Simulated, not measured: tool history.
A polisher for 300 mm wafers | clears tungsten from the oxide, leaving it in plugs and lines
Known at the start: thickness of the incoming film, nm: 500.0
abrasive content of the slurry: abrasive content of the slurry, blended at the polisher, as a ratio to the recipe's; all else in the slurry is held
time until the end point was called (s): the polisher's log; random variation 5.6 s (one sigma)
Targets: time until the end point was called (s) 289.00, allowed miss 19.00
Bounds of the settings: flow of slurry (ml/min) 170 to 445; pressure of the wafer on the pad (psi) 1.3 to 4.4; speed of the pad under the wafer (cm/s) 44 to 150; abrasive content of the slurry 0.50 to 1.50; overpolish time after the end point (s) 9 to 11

run,day,flow of slurry (ml/min),pressure of the wafer on the pad (psi),speed of the pad under the wafer (cm/s),abrasive content of the slurry,overpolish time after the end point (s),time until the end point was called (s)
1,0.000,285,2.8,96,1.00,11,149.16
2,0.029,260,2.8,96,1.00,11,142.87
3,0.379,205,2.8,96,1.00,11,154.65
4,0.475,205,2.8,84,1.00,11,173.24
# day 0.642: worn pad replaced by a new one
5,0.642,205,2.6,82,1.00,11,176.07
6,0.758,205,2.6,82,1.00,9,177.70
7,0.979,200,2.4,76,1.00,9,198.24
8,1.175,200,1.6,66,1.00,9,317.77

Which of these 5 next moves meets every target?
A,1.371,215,1.4,62,1.00,11,?
B,1.371,240,1.4,58,1.15,9,?
C,1.371,250,1.5,62,1.10,11,?
D,1.371,245,2.1,54,1.10,10,?
E,1.371,240,1.5,64,1.05,9,?

move,time until the end point was called (s)
A,374.15
B,379.00
C,340.31
D,295.80
E,335.92
A: further off than the last run
B: further off than the last run
C: further off than the last run
D: meets every target
E: further off than the last run
Move D is the one to make.
